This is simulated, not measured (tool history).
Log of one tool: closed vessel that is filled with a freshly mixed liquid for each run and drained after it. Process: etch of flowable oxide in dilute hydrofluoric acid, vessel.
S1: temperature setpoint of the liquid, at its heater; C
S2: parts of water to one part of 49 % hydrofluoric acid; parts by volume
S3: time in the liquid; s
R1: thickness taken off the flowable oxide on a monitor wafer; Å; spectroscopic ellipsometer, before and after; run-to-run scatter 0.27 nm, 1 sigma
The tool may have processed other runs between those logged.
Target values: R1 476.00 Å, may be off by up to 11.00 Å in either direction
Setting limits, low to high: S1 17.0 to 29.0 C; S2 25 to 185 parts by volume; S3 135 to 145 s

run,hour,S1,S2,S3,R1
1,0.0,21.0,105,135,417.50
2,5.7,18.5,105,135,379.30
3,12.3,20.0,105,135,402.08
4,17.5,17.0,105,135,352.28
5,21.2,20.0,105,135,400.11
6,25.9,20.0,105,145,431.35
7,33.6,20.5,105,145,443.04
8,35.2,21.0,105,145,447.65

5 next moves are on the table. One of them brings every result within its allowed miss. Which?
A,36.8,17.0,80,135,?
B,36.8,18.5,95,145,?
C,36.8,26.5,125,145,?
D,36.8,21.5,90,135,?
E,36.8,17.5,95,145,?

move,R1
A,472.99
B,448.47
C,452.77
D,501.67
E,430.05
A: in spec on every target
B: about as far from the targets as the last run
C: closer than the last run, but not yet in spec
D: carries the result that was furthest off beyond its target, to the other side
E: its largest miss is bigger than the last run's
The right move is A.
